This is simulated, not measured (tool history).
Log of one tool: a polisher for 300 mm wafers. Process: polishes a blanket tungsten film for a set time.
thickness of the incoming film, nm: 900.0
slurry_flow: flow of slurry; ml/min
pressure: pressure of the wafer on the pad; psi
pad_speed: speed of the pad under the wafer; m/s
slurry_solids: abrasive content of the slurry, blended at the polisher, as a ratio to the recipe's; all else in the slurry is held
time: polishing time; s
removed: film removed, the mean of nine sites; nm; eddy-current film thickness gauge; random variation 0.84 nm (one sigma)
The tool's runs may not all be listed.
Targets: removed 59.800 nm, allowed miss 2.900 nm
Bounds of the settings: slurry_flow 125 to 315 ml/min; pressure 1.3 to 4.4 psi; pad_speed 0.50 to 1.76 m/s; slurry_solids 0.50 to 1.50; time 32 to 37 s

run	hour	slurry_flow	pressure	pad_speed	slurry_solids	time	removed
1	0.0	205	2.8	1.12	1.00	37	121.060
2	5.2	155	2.8	1.12	1.00	37	116.510
3	12.1	155	2.4	1.08	1.00	37	99.981
4	17.9	155	2.1	1.02	1.00	37	86.379
5	21.7	155	1.9	0.98	1.00	37	76.286
6	26.2	155	1.8	0.96	1.00	37	74.278
7	30.4	155	1.7	0.94	1.00	37	70.569
8	32.1	155	1.6	0.92	1.00	37	65.687

4 next moves are on the table. One of them brings every result within its allowed miss. Which?
A	33.8	140	2.0	0.92	0.90	33	?
B	33.8	125	1.4	1.14	1.00	36	?
C	33.8	150	1.6	1.04	0.95	36	?
D	33.8	125	1.4	0.94	1.05	37	?

move	removed
A	66.491
B	67.403
C	70.294
D	60.056
A: further off than the last run
B: further off than the last run
C: further off than the last run
D: meets every target
Answer: D
